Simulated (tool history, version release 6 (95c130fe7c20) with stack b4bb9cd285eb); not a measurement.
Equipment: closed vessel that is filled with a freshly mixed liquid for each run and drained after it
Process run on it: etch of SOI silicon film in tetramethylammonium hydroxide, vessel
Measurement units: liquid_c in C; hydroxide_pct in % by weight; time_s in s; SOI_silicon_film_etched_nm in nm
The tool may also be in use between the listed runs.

| run | day | liquid_c | hydroxide_pct | time_s | SOI_silicon_film_etched_nm |
|---|---|---|---|---|---|
| 1 | 0.000 | 75.0 | 9.5 | 30 | 307.67 |
| 2 | 0.104 | 80.5 | 9.5 | 30 | 416.03 |
| 3 | 0.179 | 75.0 | 9.5 | 30 | 311.68 |
| 4 | 0.383 | 73.5 | 9.5 | 30 | 280.61 |
|  | 0.508 | thermometer replaced |
| 5 | 0.508 | 78.5 | 9.5 | 30 | 345.95 |
| 6 | 0.871 | 78.5 | 8.0 | 30 | 368.14 |
| 7 | 1.217 | 76.0 | 8.0 | 30 | 319.66 |
| 8 | 1.312 | 74.0 | 8.0 | 30 | 285.05 |

Run 9 comes next. What will it give?
| 9 | 1.633 | 69.0 | 8.0 | 30 | ? |

Run 9 measured SOI_silicon_film_etched_nm 213.59 nm.
